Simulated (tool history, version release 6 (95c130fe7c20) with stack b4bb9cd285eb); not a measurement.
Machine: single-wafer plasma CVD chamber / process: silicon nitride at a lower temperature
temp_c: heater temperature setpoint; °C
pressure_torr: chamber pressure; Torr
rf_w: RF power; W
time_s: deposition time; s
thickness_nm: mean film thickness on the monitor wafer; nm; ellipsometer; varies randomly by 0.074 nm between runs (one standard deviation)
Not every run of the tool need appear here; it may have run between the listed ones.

{"run": 1, "day": 0.0, "temp_c": 365, "pressure_torr": 1.97, "rf_w": 315, "time_s": 14.5, "thickness_nm": 19.607}
{"run": 2, "day": 0.2, "temp_c": 365, "pressure_torr": 1.83, "rf_w": 310, "time_s": 14.5, "thickness_nm": 19.073}
{"run": 3, "day": 0.312, "temp_c": 365, "pressure_torr": 1.73, "rf_w": 310, "time_s": 14.5, "thickness_nm": 18.83}
{"run": 4, "day": 0.538, "temp_c": 365, "pressure_torr": 1.65, "rf_w": 310, "time_s": 14.5, "thickness_nm": 18.645}
{"run": 5, "day": 0.6, "temp_c": 365, "pressure_torr": 1.65, "rf_w": 350, "time_s": 14.5, "thickness_nm": 19.911}
{"run": 6, "day": 0.971, "temp_c": 365, "pressure_torr": 1.65, "rf_w": 310, "time_s": 14.5, "thickness_nm": 18.497}
{"run": 7, "day": 1.221, "temp_c": 365, "pressure_torr": 1.6, "rf_w": 310, "time_s": 14.5, "thickness_nm": 18.42}
{"run": 8, "day": 1.521, "temp_c": 365, "pressure_torr": 1.55, "rf_w": 310, "time_s": 14.5, "thickness_nm": 18.163}
{"run": 9, "day": 1.854, "temp_c": 365, "pressure_torr": 1.52, "rf_w": 310, "time_s": 14.5, "thickness_nm": 18.14}

For run 10, what comes out?
{"run": 10, "day": 2.175, "temp_c": 365, "pressure_torr": 1.5, "rf_w": 310, "time_s": 14.5, "thickness_nm": "?"}

thickness_nm: 18.175 nm
